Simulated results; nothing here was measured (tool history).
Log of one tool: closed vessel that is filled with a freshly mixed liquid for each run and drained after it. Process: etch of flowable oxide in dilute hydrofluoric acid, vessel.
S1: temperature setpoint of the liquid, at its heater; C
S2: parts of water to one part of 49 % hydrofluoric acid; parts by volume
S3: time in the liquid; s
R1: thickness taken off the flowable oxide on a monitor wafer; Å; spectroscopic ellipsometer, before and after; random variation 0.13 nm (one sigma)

{"run": 1, "hour": 0.0, "S1": 24, "S2": 280, "S3": 145, "R1": 91.066}
{"run": 2, "hour": 8.3, "S1": 24, "S2": 280, "S3": 145, "R1": 91.412}
{"run": 3, "hour": 14.7, "S1": 24, "S2": 225, "S3": 145, "R1": 118.92}
{"run": 4, "hour": 19.4, "S1": 24, "S2": 225, "S3": 155, "R1": 129.01}
{"run": 5, "hour": 20.8, "S1": 26, "S2": 220, "S3": 155, "R1": 142.2}
{"run": 6, "hour": 26.8, "S1": 27.5, "S2": 215, "S3": 155, "R1": 152.76}
{"run": 7, "hour": 27.5, "S1": 27.5, "S2": 215, "S3": 155, "R1": 154.03}
{"run": 8, "hour": 33.8, "S1": 28.5, "S2": 215, "S3": 155, "R1": 159.98}
{"run": 9, "hour": 38.5, "S1": 29.5, "S2": 215, "S3": 155, "R1": 164.91}
{"run": 10, "hour": 44.4, "S1": 30, "S2": 215, "S3": 155, "R1": 167.33}
{"run": 11, "hour": 46.8, "S1": 30.5, "S2": 215, "S3": 155, "R1": 172.74}
{"run": 12, "hour": 49.2, "S1": 30.5, "S2": 215, "S3": 155, "R1": 171.51}

The next listed run, before its measurement:
{"run": 13, "hour": 49.8, "S1": 31, "S2": 215, "S3": 155, "R1": "?"}

Run 13 gave R1 174.92 Å.
